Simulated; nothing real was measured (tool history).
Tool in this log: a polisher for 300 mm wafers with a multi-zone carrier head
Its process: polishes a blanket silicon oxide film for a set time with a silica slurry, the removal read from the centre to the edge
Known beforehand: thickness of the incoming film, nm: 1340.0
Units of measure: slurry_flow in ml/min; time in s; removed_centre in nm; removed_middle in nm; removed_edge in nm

| run | hour | slurry_flow | centre_zone | middle_zone | edge_zone | slurry_solids | time | removed_centre | removed_middle | removed_edge |
|---|---|---|---|---|---|---|---|---|---|---|
| 1 | 0.0 | 310 | 1.00 | 1.00 | 1.00 | 1.00 | 85 | 414.70 | 410.15 | 423.72 |
| 2 | 7.6 | 380 | 1.00 | 1.00 | 1.00 | 1.00 | 85 | 422.06 | 419.89 | 432.65 |
| 3 | 12.6 | 380 | 1.00 | 1.00 | 1.00 | 0.85 | 85 | 401.46 | 396.90 | 399.07 |
| 4 | 18.7 | 380 | 1.00 | 1.00 | 0.97 | 0.85 | 85 | 400.09 | 400.08 | 398.53 |
| 5 | 23.7 | 380 | 1.00 | 1.00 | 0.92 | 0.85 | 85 | 405.56 | 398.94 | 388.35 |
| 6 | 30.6 | 380 | 0.93 | 1.00 | 0.92 | 0.85 | 85 | 366.78 | 395.27 | 387.08 |
| 7 | 34.3 | 380 | 0.93 | 1.00 | 0.92 | 0.85 | 85 | 372.60 | 401.16 | 384.82 |
| 8 | 42.9 | 385 | 0.95 | 1.03 | 0.94 | 0.95 | 85 | 394.43 | 427.02 | 408.59 |
| 9 | 46.5 | 390 | 0.97 | 1.05 | 0.96 | 1.05 | 85 | 418.08 | 449.06 | 425.38 |
| 10 | 48.0 | 395 | 0.98 | 1.07 | 0.98 | 1.10 | 86 | 429.97 | 464.80 | 438.03 |
| 11 | 49.7 | 395 | 0.99 | 1.08 | 0.99 | 1.15 | 87 | 456.19 | 486.67 | 453.58 |
| 12 | 52.1 | 395 | 0.99 | 1.09 | 1.01 | 1.20 | 87 | 465.08 | 494.12 | 471.90 |
| 13 | 53.7 | 400 | 0.99 | 1.10 | 1.02 | 1.25 | 87 | 466.21 | 513.43 | 481.89 |

What does the tool deliver on the next run?
| 14 | 58.3 | 405 | 1.00 | 1.11 | 1.03 | 1.30 | 87 | ? | ? | ? |

removed_centre: 476.55 nm
removed_middle: 516.07 nm
removed_edge: 488.12 nm
